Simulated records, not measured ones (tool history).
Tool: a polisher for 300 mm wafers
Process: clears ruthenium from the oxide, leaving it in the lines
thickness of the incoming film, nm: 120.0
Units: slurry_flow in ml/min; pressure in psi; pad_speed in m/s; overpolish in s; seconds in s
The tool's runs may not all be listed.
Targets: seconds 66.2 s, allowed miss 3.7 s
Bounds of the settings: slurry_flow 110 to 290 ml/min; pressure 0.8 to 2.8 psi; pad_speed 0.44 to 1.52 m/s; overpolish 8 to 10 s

Run 1, hour 0: slurry_flow 185 ml/min, pressure 1.8 psi, pad_speed 0.98 m/s, overpolish 10 s. Result: seconds 115.43 s.
Run 2, hour 5.1: slurry_flow 185 ml/min, pressure 2.1 psi, pad_speed 1 m/s, overpolish 10 s. Result: seconds 96.147 s.
Run 3, hour 9.4: slurry_flow 185 ml/min, pressure 2.1 psi, pad_speed 1 m/s, overpolish 8 s. Result: seconds 98.555 s.
Run 4, hour 12.1: slurry_flow 225 ml/min, pressure 2.1 psi, pad_speed 1 m/s, overpolish 8 s. Result: seconds 95.254 s.
Run 5, hour 15.8: slurry_flow 225 ml/min, pressure 2.1 psi, pad_speed 0.8 m/s, overpolish 8 s. Result: seconds 113.21 s.
Run 6, hour 18.7: slurry_flow 225 ml/min, pressure 2.1 psi, pad_speed 0.8 m/s, overpolish 10 s. Result: seconds 117.34 s.
Run 7, hour 27: slurry_flow 225 ml/min, pressure 2.3 psi, pad_speed 0.88 m/s, overpolish 10 s. Result: seconds 95.922 s.
At hour 32.6: slurry nozzle cleaned.
Run 8, hour 32.6: slurry_flow 225 ml/min, pressure 2.4 psi, pad_speed 0.92 m/s, overpolish 10 s. Result: seconds 85.822 s.
Run 9, hour 37.6: slurry_flow 225 ml/min, pressure 2.8 psi, pad_speed 0.96 m/s, overpolish 10 s. Result: seconds 72.29 s.

4 next moves are on the table. One of them brings every result within its allowed miss. Which?
Run A, hour 42.6: slurry_flow 195 ml/min, pressure 2.5 psi, pad_speed 0.96 m/s, overpolish 10 s. Result: seconds ?.
Run B, hour 42.6: slurry_flow 200 ml/min, pressure 2.7 psi, pad_speed 0.92 m/s, overpolish 8 s. Result: seconds ?.
Run C, hour 42.6: slurry_flow 200 ml/min, pressure 2.8 psi, pad_speed 1.02 m/s, overpolish 10 s. Result: seconds ?.
Run D, hour 42.6: slurry_flow 230 ml/min, pressure 2.3 psi, pad_speed 1.14 m/s, overpolish 9 s. Result: seconds ?.

move  seconds
   A   80.777
   B   77.848
   C    67.97
   D   72.866
A: further off than the last run
B: further off than the last run
C: meets every target
D: further off than the last run
Answer: C
